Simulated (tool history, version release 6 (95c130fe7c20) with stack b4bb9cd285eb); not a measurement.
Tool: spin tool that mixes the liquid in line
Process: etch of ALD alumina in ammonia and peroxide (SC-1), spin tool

run	hour	temperature setpoint of the liquid (K)	parts of 29 % ammonia solution to one part of 30 % peroxide (parts by volume)	time under the liquid (s)	thickness taken off the ALD alumina on a monitor wafer (nm)
1	0.0	330.15	0.6	70	6.6740
2	1.0	327.65	0.6	70	5.9049
3	5.5	327.65	0.7	70	5.9566
4	13.1	333.15	0.7	70	8.0608
5	22.1	329.65	0.7	70	6.6028
6	30.1	324.15	0.7	70	4.9482
# hour 38.4: ammonia flow meter replaced
7	38.4	323.65	0.7	70	4.7820

Predict the results of run 8:
8	41.8	323.15	0.7	70	?

{"run 8": {"thickness taken off the ALD alumina on a monitor wafer (nm)": 4.6563}}
